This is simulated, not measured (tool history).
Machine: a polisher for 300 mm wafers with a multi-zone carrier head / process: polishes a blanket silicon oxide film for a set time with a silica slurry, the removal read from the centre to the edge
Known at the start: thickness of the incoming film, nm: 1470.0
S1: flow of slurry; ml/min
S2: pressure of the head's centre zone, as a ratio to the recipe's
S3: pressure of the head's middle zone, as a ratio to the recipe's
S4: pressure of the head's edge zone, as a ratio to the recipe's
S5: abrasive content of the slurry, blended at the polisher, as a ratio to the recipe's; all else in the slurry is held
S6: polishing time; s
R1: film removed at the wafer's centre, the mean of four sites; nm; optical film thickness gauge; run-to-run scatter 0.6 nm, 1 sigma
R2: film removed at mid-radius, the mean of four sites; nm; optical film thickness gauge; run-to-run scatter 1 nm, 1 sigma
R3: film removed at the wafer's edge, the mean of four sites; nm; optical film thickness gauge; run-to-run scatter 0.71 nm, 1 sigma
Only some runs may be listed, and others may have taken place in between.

run  hour   S1    S2    S3    S4  S5  S6      R1      R2      R3
  1     0  220     1     1     1   1  36  55.703  56.307  57.534
  2   4.1  220  0.94     1     1   1  36  52.348  57.189  57.178
  3   8.6  220  0.94  0.92     1   1  36  53.155  54.325  57.049
  4  13.7  220  0.94  0.89     1   1  36  52.444   53.39  57.163
  5    19  220  0.94  0.89     1   1  29  42.103  42.382  46.597
  6  27.4  220  0.94  0.89  0.95   1  29  42.278  42.754  45.296

What does the tool deliver on the next run?
  7  31.8  230  0.93  0.94  0.98  1.1  31   ?   ?   ?

Run 7 produced R1 47.25 nm, R2 49.267 nm, R3 51.613 nm.

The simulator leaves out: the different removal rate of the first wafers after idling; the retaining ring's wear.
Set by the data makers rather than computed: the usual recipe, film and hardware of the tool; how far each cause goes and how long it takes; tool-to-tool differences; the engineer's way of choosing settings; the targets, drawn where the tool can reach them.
